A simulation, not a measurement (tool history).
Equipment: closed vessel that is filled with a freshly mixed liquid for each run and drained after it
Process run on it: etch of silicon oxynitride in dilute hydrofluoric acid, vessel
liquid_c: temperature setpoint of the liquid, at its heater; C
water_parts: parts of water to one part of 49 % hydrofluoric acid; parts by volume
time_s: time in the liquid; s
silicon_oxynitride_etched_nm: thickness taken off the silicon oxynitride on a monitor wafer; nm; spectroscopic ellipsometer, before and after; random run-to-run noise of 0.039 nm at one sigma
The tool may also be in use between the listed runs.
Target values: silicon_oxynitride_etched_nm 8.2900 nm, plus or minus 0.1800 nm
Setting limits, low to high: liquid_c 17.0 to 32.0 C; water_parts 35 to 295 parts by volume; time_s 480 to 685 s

run 1 day=0.000 | liquid_c=24.0 water_parts=165 time_s=685 | silicon_oxynitride_etched_nm=10.2430
run 2 day=0.183 | liquid_c=24.0 water_parts=165 time_s=685 | silicon_oxynitride_etched_nm=10.3080
run 3 day=0.488 | liquid_c=24.0 water_parts=110 time_s=685 | silicon_oxynitride_etched_nm=16.2630
run 4 day=0.654 | liquid_c=24.0 water_parts=55 time_s=685 | silicon_oxynitride_etched_nm=33.7650
run 5 day=0.850 | liquid_c=23.0 water_parts=70 time_s=685 | silicon_oxynitride_etched_nm=25.0330
run 6 day=0.992 | liquid_c=23.0 water_parts=110 time_s=685 | silicon_oxynitride_etched_nm=15.4320
run 7 day=1.142 | liquid_c=22.5 water_parts=110 time_s=685 | silicon_oxynitride_etched_nm=15.0500
run 8 day=1.408 | liquid_c=22.0 water_parts=110 time_s=685 | silicon_oxynitride_etched_nm=14.7260
run 9 day=1.783 | liquid_c=18.0 water_parts=170 time_s=680 | silicon_oxynitride_etched_nm=7.4405
run 10 day=1.858 | liquid_c=18.5 water_parts=170 time_s=680 | silicon_oxynitride_etched_nm=7.6785

Pick the move, out of 4, that brings all results within their allowed miss; only one does.
run A day=1.933 | liquid_c=20.0 water_parts=170 time_s=685 | silicon_oxynitride_etched_nm=?
run B day=1.933 | liquid_c=23.0 water_parts=215 time_s=645 | silicon_oxynitride_etched_nm=?
run C day=1.933 | liquid_c=17.5 water_parts=145 time_s=685 | silicon_oxynitride_etched_nm=?
run D day=1.933 | liquid_c=17.0 water_parts=120 time_s=570 | silicon_oxynitride_etched_nm=?

move=A silicon_oxynitride_etched_nm=8.2439
move=B silicon_oxynitride_etched_nm=6.8278
move=C silicon_oxynitride_etched_nm=8.7129
move=D silicon_oxynitride_etched_nm=8.6838
A: meets every target
B: misses by more than the last run did
C: pushes the last run's worst result past its target
D: pushes the last run's worst result past its target
Go with A: it meets all targets.

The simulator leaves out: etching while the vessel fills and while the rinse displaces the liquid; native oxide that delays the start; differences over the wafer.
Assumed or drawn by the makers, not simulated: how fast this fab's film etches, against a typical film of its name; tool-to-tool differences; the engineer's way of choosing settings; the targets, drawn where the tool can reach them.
